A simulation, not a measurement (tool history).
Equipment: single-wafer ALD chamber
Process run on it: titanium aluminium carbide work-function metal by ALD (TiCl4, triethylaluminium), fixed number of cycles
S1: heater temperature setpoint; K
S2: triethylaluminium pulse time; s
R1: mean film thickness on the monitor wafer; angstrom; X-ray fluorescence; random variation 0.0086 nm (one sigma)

run 1 hour=0 | S1=573.15 S2=9.31 | R1=18.641
run 2 hour=4.3 | S1=581.15 S2=9.31 | R1=19.814
run 3 hour=7.9 | S1=578.15 S2=9.15 | R1=19.458
run 4 hour=10.7 | S1=575.15 S2=8.99 | R1=18.93
run 5 hour=13.3 | S1=573.15 S2=8.86 | R1=18.702
run 6 hour=17 | S1=571.15 S2=8.72 | R1=18.373
run 7 hour=17.7 | S1=569.15 S2=8.62 | R1=18.211
run 8 hour=23.8 | S1=567.15 S2=8.5 | R1=18.1
run 9 hour=30.7 | S1=565.15 S2=8.36 | R1=17.652

Run 10 has not been measured yet. What should we expect?
run 10 hour=39.1 | S1=564.15 S2=8.3 | R1=?

Run 10 measured R1 17.618 angstrom.
